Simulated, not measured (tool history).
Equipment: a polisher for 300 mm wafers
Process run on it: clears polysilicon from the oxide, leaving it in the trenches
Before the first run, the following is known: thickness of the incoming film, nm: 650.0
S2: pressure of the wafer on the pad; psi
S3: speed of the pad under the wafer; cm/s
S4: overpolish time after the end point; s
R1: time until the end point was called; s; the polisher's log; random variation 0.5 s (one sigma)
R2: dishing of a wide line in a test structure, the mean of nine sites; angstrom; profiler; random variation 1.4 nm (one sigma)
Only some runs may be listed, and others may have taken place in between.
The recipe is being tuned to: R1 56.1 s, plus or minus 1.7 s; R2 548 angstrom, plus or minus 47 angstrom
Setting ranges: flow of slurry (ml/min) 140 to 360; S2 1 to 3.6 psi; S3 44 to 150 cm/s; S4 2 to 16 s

Run 1, day 0: flow of slurry (ml/min) 230, S2 2.3 psi, S3 96 cm/s, S4 8 s. Result: R1 62.097 s, R2 444.38 angstrom.
Run 2, day 0.267: flow of slurry (ml/min) 230, S2 2.3 psi, S3 96 cm/s, S4 5 s. Result: R1 62.637 s, R2 331.21 angstrom.
Run 3, day 0.362: flow of slurry (ml/min) 230, S2 2.4 psi, S3 96 cm/s, S4 7 s. Result: R1 60.654 s, R2 403.83 angstrom.
Run 4, day 0.458: flow of slurry (ml/min) 230, S2 2.4 psi, S3 112 cm/s, S4 7 s. Result: R1 53.683 s, R2 435.49 angstrom.
Run 5, day 0.571: flow of slurry (ml/min) 230, S2 2.4 psi, S3 112 cm/s, S4 4 s. Result: R1 54.245 s, R2 315.59 angstrom.
Run 6, day 0.833: flow of slurry (ml/min) 230, S2 1.9 psi, S3 112 cm/s, S4 4 s. Result: R1 67.576 s, R2 281.59 angstrom.
Run 7, day 1.183: flow of slurry (ml/min) 230, S2 2 psi, S3 112 cm/s, S4 6 s. Result: R1 64.12 s, R2 368.23 angstrom.
Run 8, day 1.55: flow of slurry (ml/min) 230, S2 2.1 psi, S3 112 cm/s, S4 7 s. Result: R1 60.245 s, R2 419.83 angstrom.
Run 9, day 1.575: flow of slurry (ml/min) 230, S2 2.1 psi, S3 112 cm/s, S4 8 s. Result: R1 61.366 s, R2 457.71 angstrom.
Run 10, day 1.892: flow of slurry (ml/min) 235, S2 2.2 psi, S3 112 cm/s, S4 8 s. Result: R1 57.798 s, R2 459.01 angstrom.
Run 11, day 2.033: flow of slurry (ml/min) 235, S2 2.2 psi, S3 112 cm/s, S4 9 s. Result: R1 58.017 s, R2 464.47 angstrom.
Run 12, day 2.288: flow of slurry (ml/min) 230, S2 2.2 psi, S3 112 cm/s, S4 10 s. Result: R1 58.591 s, R2 497.42 angstrom.
Run 13, day 2.325: flow of slurry (ml/min) 240, S2 2.2 psi, S3 112 cm/s, S4 10 s. Result: R1 57.517 s, R2 481.52 angstrom.
Run 14, day 2.517: flow of slurry (ml/min) 235, S2 2.2 psi, S3 112 cm/s, S4 10 s. Result: R1 58.016 s, R2 518.67 angstrom.

Exercise: of the 5 proposed moves below, exactly one satisfies all targets within the stated allowed misses. Which move is it?
Run A, day 2.708: flow of slurry (ml/min) 210, S2 2.3 psi, S3 130 cm/s, S4 14 s. Result: R1 ?, R2 ?.
Run B, day 2.708: flow of slurry (ml/min) 190, S2 2.1 psi, S3 138 cm/s, S4 12 s. Result: R1 ?, R2 ?.
Run C, day 2.708: flow of slurry (ml/min) 225, S2 2.5 psi, S3 116 cm/s, S4 11 s. Result: R1 ?, R2 ?.
Run D, day 2.708: flow of slurry (ml/min) 205, S2 2.2 psi, S3 110 cm/s, S4 13 s. Result: R1 ?, R2 ?.
Run E, day 2.708: flow of slurry (ml/min) 240, S2 2.2 psi, S3 116 cm/s, S4 12 s. Result: R1 ?, R2 ?.

move      R1      R2
   A  50.527  584.86
   B  52.864  560.64
   C  50.845  553.67
   D  60.001  553.89
   E  56.664  550.44
A: the result that was furthest off in the last run now lies on the other side of its target
B: the result that was furthest off in the last run now lies on the other side of its target
C: the result that was furthest off in the last run now lies on the other side of its target
D: lands further from the targets than the last run did
E: all results in spec
Answer: E

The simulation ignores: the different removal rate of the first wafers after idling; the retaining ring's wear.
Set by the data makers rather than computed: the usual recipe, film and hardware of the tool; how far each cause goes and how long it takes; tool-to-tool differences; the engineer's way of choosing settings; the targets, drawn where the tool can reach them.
